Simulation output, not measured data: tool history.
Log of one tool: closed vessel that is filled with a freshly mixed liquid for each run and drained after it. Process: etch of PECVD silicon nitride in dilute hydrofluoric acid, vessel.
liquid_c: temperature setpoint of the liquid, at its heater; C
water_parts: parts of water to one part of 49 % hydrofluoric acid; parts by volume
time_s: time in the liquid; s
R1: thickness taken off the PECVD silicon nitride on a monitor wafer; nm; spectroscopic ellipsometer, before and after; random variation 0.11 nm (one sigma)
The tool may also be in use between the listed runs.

run 1 hour=0.0 | liquid_c=24.0 water_parts=130 time_s=950 | R1=10.5330
run 2 hour=7.7 | liquid_c=24.0 water_parts=130 time_s=950 | R1=10.5080
run 3 hour=10.4 | liquid_c=24.0 water_parts=170 time_s=950 | R1=8.0499
run 4 hour=13.3 | liquid_c=26.5 water_parts=125 time_s=950 | R1=12.9000
run 5 hour=19.5 | liquid_c=28.5 water_parts=95 time_s=950 | R1=19.2260
run 6 hour=22.6 | liquid_c=28.5 water_parts=140 time_s=950 | R1=13.0760
run 7 hour=30.7 | liquid_c=29.5 water_parts=110 time_s=950 | R1=17.8010
run 8 hour=34.4 | liquid_c=30.5 water_parts=90 time_s=950 | R1=23.0870
run 9 hour=37.2 | liquid_c=31.0 water_parts=80 time_s=950 | R1=26.8240
run 10 hour=42.6 | liquid_c=31.5 water_parts=75 time_s=950 | R1=29.4860
run 11 hour=48.1 | liquid_c=31.5 water_parts=70 time_s=950 | R1=31.6260

Forecast run 12:
run 12 hour=50.7 | liquid_c=32.0 water_parts=60 time_s=950 | R1=?

Run 12 gave R1 38.2870 nm.

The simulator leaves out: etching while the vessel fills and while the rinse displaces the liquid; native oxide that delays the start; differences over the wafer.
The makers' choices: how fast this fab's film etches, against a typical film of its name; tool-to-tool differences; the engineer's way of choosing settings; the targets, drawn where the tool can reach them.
